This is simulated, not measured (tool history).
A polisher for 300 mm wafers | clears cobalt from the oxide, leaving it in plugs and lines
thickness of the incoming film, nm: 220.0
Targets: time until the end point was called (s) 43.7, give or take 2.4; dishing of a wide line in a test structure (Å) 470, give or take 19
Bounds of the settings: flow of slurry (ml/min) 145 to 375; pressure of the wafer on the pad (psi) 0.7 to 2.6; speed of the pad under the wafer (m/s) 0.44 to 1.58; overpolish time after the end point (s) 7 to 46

run	hour	flow of slurry (ml/min)	pressure of the wafer on the pad (psi)	speed of the pad under the wafer (m/s)	overpolish time after the end point (s)	time until the end point was called (s)	dishing of a wide line in a test structure (Å)
1	0	240	1.6	1	24	51.985	664.35
2	1.4	240	1.6	1	17	50.766	525.56
3	4.3	240	1.6	1	12	50.887	415.6
4	8.6	240	1.7	1	12	50.502	426.46
5	12.1	240	1.7	1	19	49.195	588.99
6	13.4	240	1.6	1	19	52.018	577.42
7	19.6	240	1.7	0.98	17	50.338	557.21
8	20.1	240	1.7	1.04	16	48.092	537.16
9	26.1	245	1.7	1.06	14	47.075	499.44

Which one of the following 5 next-run settings gets every result inside its allowed miss? There is exactly one.
A	32.1	270	2	0.96	15	?	?
B	32.1	255	1.8	0.9	19	?	?
C	32.1	235	1.6	1.02	16	?	?
D	32.1	210	2.2	0.98	13	?	?
E	32.1	235	1.4	1.28	12	?	?

move	time until the end point was called (s)	dishing of a wide line in a test structure (Å)
A	45.541	538.26
B	52.448	573.16
C	50.671	523.54
D	42.479	511.98
E	44.336	469.85
A: further off than the last run
B: further off than the last run
C: further off than the last run
D: further off than the last run
E: all results in spec
Correct choice: E, which meets every target
